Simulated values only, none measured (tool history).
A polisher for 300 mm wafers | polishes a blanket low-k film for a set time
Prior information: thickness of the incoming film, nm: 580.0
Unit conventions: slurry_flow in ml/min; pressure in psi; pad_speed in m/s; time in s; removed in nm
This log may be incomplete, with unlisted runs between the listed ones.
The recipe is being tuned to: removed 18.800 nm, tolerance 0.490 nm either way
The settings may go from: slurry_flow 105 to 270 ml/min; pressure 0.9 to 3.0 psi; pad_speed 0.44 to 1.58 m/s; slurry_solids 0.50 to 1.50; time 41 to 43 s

run 1 hour=0.0 | slurry_flow=175 pressure=1.9 pad_speed=1.00 slurry_solids=1.00 time=41 | removed=16.199
run 2 hour=1.6 | slurry_flow=175 pressure=1.7 pad_speed=1.00 slurry_solids=1.00 time=41 | removed=15.022
run 3 hour=7.5 | slurry_flow=175 pressure=1.7 pad_speed=1.16 slurry_solids=1.00 time=41 | removed=16.493
run 4 hour=9.3 | slurry_flow=175 pressure=1.7 pad_speed=1.16 slurry_solids=1.00 time=41 | removed=16.816
run 5 hour=12.0 | slurry_flow=175 pressure=2.1 pad_speed=1.16 slurry_solids=1.00 time=41 | removed=19.747
run 6 hour=12.8 | slurry_flow=175 pressure=2.1 pad_speed=1.16 slurry_solids=0.80 time=41 | removed=17.797
run 7 hour=15.4 | slurry_flow=180 pressure=2.1 pad_speed=1.16 slurry_solids=0.80 time=41 | removed=17.872
run 8 hour=21.9 | slurry_flow=185 pressure=2.1 pad_speed=1.16 slurry_solids=0.80 time=41 | removed=17.851

Exercise: of the 5 proposed moves below, exactly one satisfies all targets within the stated allowed misses. Which move is it?
run A hour=28.4 | slurry_flow=165 pressure=1.8 pad_speed=1.22 slurry_solids=0.85 time=42 | removed=?
run B hour=28.4 | slurry_flow=185 pressure=1.9 pad_speed=1.22 slurry_solids=0.80 time=42 | removed=?
run C hour=28.4 | slurry_flow=185 pressure=1.9 pad_speed=1.18 slurry_solids=0.80 time=41 | removed=?
run D hour=28.4 | slurry_flow=170 pressure=1.9 pad_speed=1.16 slurry_solids=0.75 time=42 | removed=?
run E hour=28.4 | slurry_flow=205 pressure=2.2 pad_speed=1.16 slurry_solids=0.75 time=42 | removed=?

move=A removed=17.241
move=B removed=17.734
move=C removed=16.856
move=D removed=16.308
move=E removed=18.735
A: misses by more than the last run did
B: misses by more than the last run did
C: misses by more than the last run did
D: misses by more than the last run did
E: in spec on every target
Answer: E
